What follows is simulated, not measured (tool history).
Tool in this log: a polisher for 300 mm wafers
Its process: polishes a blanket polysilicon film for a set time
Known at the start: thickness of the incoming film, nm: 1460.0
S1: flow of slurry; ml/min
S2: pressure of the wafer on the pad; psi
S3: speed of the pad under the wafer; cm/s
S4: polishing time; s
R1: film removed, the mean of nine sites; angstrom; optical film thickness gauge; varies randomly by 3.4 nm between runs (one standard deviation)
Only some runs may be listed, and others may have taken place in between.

run,hour,S1,S2,S3,S4,R1
1,0.0,270,3.1,112,27,2761.8
2,0.8,270,3.2,112,27,2861.9
3,9.3,270,3.3,112,27,2967.1
4,16.4,270,3.3,112,27,2937.8
# hour 25.0: head pressure recalibrated
5,25.0,330,3.3,112,27,2805.0
6,27.7,320,3.4,112,27,2898.0
7,29.5,310,3.5,112,27,2973.4

Run 8 is up next; what results do you expect?
8,32.4,320,4.4,114,27,?

Run 8 measured R1 3717.5 angstrom.

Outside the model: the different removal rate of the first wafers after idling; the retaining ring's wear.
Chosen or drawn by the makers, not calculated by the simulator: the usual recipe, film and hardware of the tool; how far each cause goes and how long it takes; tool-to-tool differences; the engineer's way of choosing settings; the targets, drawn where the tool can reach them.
